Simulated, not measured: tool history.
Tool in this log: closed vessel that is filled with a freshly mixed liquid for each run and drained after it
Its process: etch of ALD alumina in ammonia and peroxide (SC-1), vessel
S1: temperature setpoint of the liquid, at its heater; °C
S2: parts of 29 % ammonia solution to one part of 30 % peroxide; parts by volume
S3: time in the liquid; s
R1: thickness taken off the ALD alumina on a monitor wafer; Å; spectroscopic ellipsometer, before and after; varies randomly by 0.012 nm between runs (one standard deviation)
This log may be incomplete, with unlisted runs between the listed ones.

run 1 hour=0.0 | S1=54.0 S2=0.9 S3=65 | R1=39.728
run 2 hour=6.2 | S1=50.5 S2=0.9 S3=65 | R1=33.256
run 3 hour=14.6 | S1=50.5 S2=0.9 S3=65 | R1=33.475
run 4 hour=16.4 | S1=48.0 S2=0.9 S3=65 | R1=28.707
run 5 hour=18.3 | S1=46.5 S2=0.9 S3=65 | R1=26.750
run 6 hour=23.8 | S1=46.5 S2=0.7 S3=65 | R1=26.058
-- hour=27.7 thermometer replaced
run 7 hour=27.7 | S1=46.5 S2=0.7 S3=65 | R1=23.519

Run 8 is up next; what results do you expect?
run 8 hour=35.6 | S1=46.0 S2=0.7 S3=65 | R1=?

Run 8 produced R1 22.808 Å.
